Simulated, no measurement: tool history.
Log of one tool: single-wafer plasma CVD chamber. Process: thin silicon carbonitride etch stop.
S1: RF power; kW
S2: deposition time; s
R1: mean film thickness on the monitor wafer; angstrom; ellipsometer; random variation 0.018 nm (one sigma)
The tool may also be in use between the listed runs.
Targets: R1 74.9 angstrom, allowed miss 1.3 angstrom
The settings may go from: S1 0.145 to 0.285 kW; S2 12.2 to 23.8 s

run 1 hour=0 | S1=0.215 S2=18 | R1=99.896
run 2 hour=3.7 | S1=0.2 S2=16.9 | R1=91.034
run 3 hour=4.7 | S1=0.225 S2=16.9 | R1=95.047
run 4 hour=6.7 | S1=0.21 S2=16.3 | R1=89.489
run 5 hour=8.5 | S1=0.21 S2=18.5 | R1=102.06
run 6 hour=10.7 | S1=0.195 S2=17.5 | R1=93.655
-- hour=11.8 RF generator calibrated
run 7 hour=11.8 | S1=0.185 S2=16.8 | R1=90.441
run 8 hour=15.3 | S1=0.18 S2=16 | R1=84.928
run 9 hour=17.4 | S1=0.175 S2=15.5 | R1=81.31
run 10 hour=22.3 | S1=0.17 S2=15.3 | R1=79.603
run 11 hour=26.4 | S1=0.165 S2=15.1 | R1=77.92
run 12 hour=32.7 | S1=0.16 S2=15 | R1=76.705

Which of these 4 next moves meets every target?
run A hour=39 | S1=0.155 S2=16.1 | R1=?
run B hour=39 | S1=0.2 S2=14.1 | R1=?
run C hour=39 | S1=0.17 S2=14.4 | R1=?
run D hour=39 | S1=0.175 S2=15.4 | R1=?

move=A R1=80.635
move=B R1=77.898
move=C R1=74.793
move=D R1=80.889
A: further off than the last run
B: further off than the last run
C: meets every target
D: further off than the last run
The right move is C.
